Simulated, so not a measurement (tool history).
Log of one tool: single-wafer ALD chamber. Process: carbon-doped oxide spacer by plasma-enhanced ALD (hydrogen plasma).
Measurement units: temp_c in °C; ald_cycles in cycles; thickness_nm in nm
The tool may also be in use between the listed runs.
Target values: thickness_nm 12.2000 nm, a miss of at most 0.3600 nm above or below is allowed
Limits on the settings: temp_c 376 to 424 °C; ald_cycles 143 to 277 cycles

| run | hour | temp_c | ald_cycles | thickness_nm |
|---|---|---|---|---|
| 1 | 0.0 | 400 | 210 | 10.3460 |
| 2 | 2.9 | 400 | 194 | 9.4934 |
| 3 | 4.6 | 395 | 194 | 9.5686 |
| 4 | 6.9 | 395 | 207 | 10.1550 |
|  | 13.4 | thermocouple changed; heater temperature recalibrated |
| 5 | 13.4 | 395 | 189 | 9.2574 |
| 6 | 17.9 | 395 | 204 | 10.0590 |
| 7 | 19.8 | 395 | 215 | 10.4930 |
| 8 | 24.7 | 395 | 224 | 11.0300 |

Of the 5 settings listed for the next run, only one would bring every result within its allowed miss of target. Which one?
| A | 29.6 | 386 | 217 | ? |
| B | 29.6 | 403 | 275 | ? |
| C | 29.6 | 403 | 254 | ? |
| D | 29.6 | 378 | 208 | ? |
| E | 29.6 | 401 | 195 | ? |

| move | thickness_nm |
|---|---|
| A | 10.4800 |
| B | 13.1450 |
| C | 12.1420 |
| D | 10.0460 |
| E | 9.3857 |
A: its largest miss is bigger than the last run's
B: takes the result that was furthest off past its target
C: every result lands within tolerance
D: its largest miss is bigger than the last run's
E: its largest miss is bigger than the last run's
So the answer is move C, the one that meets all the targets.

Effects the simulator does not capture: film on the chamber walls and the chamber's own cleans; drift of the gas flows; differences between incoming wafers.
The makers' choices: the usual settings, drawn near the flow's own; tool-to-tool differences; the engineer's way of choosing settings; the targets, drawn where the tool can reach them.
